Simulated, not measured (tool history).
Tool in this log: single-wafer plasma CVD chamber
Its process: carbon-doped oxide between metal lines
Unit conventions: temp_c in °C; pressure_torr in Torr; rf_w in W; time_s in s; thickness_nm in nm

run 1 day=0.000 | temp_c=340 pressure_torr=4.43 rf_w=560 time_s=5.98 | thickness_nm=34.994
run 2 day=0.262 | temp_c=340 pressure_torr=4.76 rf_w=560 time_s=5.98 | thickness_nm=35.588
run 3 day=0.388 | temp_c=340 pressure_torr=4.30 rf_w=560 time_s=5.98 | thickness_nm=35.204
run 4 day=0.712 | temp_c=337 pressure_torr=4.41 rf_w=565 time_s=5.98 | thickness_nm=35.343
run 5 day=0.825 | temp_c=337 pressure_torr=3.80 rf_w=565 time_s=5.98 | thickness_nm=34.781
run 6 day=1.046 | temp_c=336 pressure_torr=4.03 rf_w=575 time_s=5.98 | thickness_nm=35.693
run 7 day=1.133 | temp_c=334 pressure_torr=4.16 rf_w=580 time_s=5.98 | thickness_nm=35.923

Expected results for the next run?
run 8 day=1.208 | temp_c=334 pressure_torr=4.30 rf_w=585 time_s=5.98 | thickness_nm=?

{"run 8": {"thickness_nm": 36.313}}
